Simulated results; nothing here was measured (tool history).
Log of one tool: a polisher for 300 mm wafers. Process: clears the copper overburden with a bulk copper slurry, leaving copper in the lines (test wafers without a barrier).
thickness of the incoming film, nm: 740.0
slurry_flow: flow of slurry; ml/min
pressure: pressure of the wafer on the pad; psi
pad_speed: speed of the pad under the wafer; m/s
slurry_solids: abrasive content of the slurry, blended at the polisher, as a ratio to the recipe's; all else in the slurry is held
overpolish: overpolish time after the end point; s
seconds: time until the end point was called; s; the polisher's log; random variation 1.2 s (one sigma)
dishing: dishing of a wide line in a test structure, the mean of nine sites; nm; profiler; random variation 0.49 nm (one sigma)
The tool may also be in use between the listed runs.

Run 1, hour 0.0: slurry_flow 200 ml/min, pressure 2.3 psi, pad_speed 1.36 m/s, slurry_solids 1.00, overpolish 23 s. Result: seconds 92.926 s, dishing 98.358 nm.
Run 2, hour 2.4: slurry_flow 200 ml/min, pressure 2.1 psi, pad_speed 1.40 m/s, slurry_solids 1.00, overpolish 21 s. Result: seconds 97.248 s, dishing 85.791 nm.
Run 3, hour 6.8: slurry_flow 195 ml/min, pressure 2.0 psi, pad_speed 1.46 m/s, slurry_solids 0.95, overpolish 19 s. Result: seconds 99.523 s, dishing 82.799 nm.
Run 4, hour 9.2: slurry_flow 195 ml/min, pressure 2.0 psi, pad_speed 1.46 m/s, slurry_solids 0.95, overpolish 14 s. Result: seconds 97.662 s, dishing 67.215 nm.
Run 5, hour 13.3: slurry_flow 195 ml/min, pressure 2.0 psi, pad_speed 1.16 m/s, slurry_solids 0.95, overpolish 14 s. Result: seconds 122.630 s, dishing 53.523 nm.
Run 6, hour 18.6: slurry_flow 225 ml/min, pressure 2.0 psi, pad_speed 1.16 m/s, slurry_solids 0.95, overpolish 14 s. Result: seconds 117.450 s, dishing 56.319 nm.
Run 7, hour 23.3: slurry_flow 235 ml/min, pressure 2.0 psi, pad_speed 1.12 m/s, slurry_solids 1.00, overpolish 13 s. Result: seconds 123.110 s, dishing 51.694 nm.
Run 8, hour 30.8: slurry_flow 245 ml/min, pressure 2.1 psi, pad_speed 1.08 m/s, slurry_solids 1.05, overpolish 12 s. Result: seconds 118.690 s, dishing 50.591 nm.
Run 9, hour 39.0: slurry_flow 255 ml/min, pressure 2.1 psi, pad_speed 1.06 m/s, slurry_solids 1.10, overpolish 11 s. Result: seconds 119.870 s, dishing 47.248 nm.

Run 10 comes next. What will it give?
Run 10, hour 41.7: slurry_flow 260 ml/min, pressure 2.1 psi, pad_speed 1.04 m/s, slurry_solids 1.15, overpolish 10 s. Result: seconds ?, dishing ?.

{"run 10": {"seconds": 120.38, "dishing": 44.228}}
